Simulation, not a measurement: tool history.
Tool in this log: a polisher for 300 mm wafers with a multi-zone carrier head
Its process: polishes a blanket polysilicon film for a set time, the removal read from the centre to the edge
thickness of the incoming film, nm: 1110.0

run,hour,flow of slurry (ml/min),pressure of the head's centre zone,pressure of the head's middle zone,pressure of the head's edge zone,polishing time (s),film removed at the wafer's centre (nm),film removed at mid-radius (nm),film removed at the wafer's edge (nm)
1,0.0,245,1.00,1.00,1.00,43,417.53,406.46,418.10
2,2.6,255,1.02,1.06,1.00,44,438.96,443.54,427.00
3,5.0,255,1.02,1.06,0.93,44,419.38,451.48,402.27
4,13.0,255,1.02,1.06,0.99,44,423.09,450.91,428.07
5,15.9,265,1.06,1.08,0.99,44,441.91,456.89,425.02
6,23.7,265,1.10,1.08,0.99,44,464.73,458.53,422.85

Run 7 comes next. What will it give?
7,24.6,270,1.10,1.10,1.00,44,?,?,?

Run 7 gave film removed at the wafer's centre (nm) 463.89, film removed at mid-radius (nm) 478.54, film removed at the wafer's edge (nm) 435.18.

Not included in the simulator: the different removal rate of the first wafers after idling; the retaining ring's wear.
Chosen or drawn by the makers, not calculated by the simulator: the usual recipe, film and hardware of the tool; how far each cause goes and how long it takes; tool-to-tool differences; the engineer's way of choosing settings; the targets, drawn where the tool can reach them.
